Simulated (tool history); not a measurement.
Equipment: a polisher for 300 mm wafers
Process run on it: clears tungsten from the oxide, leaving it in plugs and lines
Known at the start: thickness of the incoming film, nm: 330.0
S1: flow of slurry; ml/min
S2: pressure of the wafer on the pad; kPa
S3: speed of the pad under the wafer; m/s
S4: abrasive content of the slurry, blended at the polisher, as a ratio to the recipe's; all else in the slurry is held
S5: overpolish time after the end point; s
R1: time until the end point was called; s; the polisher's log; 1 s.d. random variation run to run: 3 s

run 1 day=0.000 | S1=210 S2=27.6 S3=0.86 S4=1.00 S5=8 | R1=82.620
run 2 day=0.221 | S1=210 S2=27.6 S3=0.96 S4=1.00 S5=8 | R1=72.747
run 3 day=0.438 | S1=255 S2=27.6 S3=0.96 S4=1.00 S5=8 | R1=69.151
run 4 day=0.517 | S1=255 S2=27.6 S3=0.96 S4=1.00 S5=6 | R1=69.148
run 5 day=0.788 | S1=255 S2=27.6 S3=0.96 S4=1.00 S5=6 | R1=70.230
run 6 day=0.925 | S1=255 S2=27.6 S3=0.96 S4=1.15 S5=6 | R1=67.723
run 7 day=1.225 | S1=245 S2=20.0 S3=0.72 S4=1.10 S5=6 | R1=123.380
run 8 day=1.267 | S1=245 S2=20.0 S3=0.72 S4=1.10 S5=6 | R1=125.620
run 9 day=1.567 | S1=245 S2=18.6 S3=0.72 S4=1.10 S5=6 | R1=132.280
run 10 day=1.796 | S1=245 S2=18.6 S3=0.72 S4=1.10 S5=6 | R1=132.090

Forecast run 11:
run 11 day=1.862 | S1=245 S2=17.2 S3=0.72 S4=1.10 S5=6 | R1=?

{"run 11": {"R1": 147.19}}
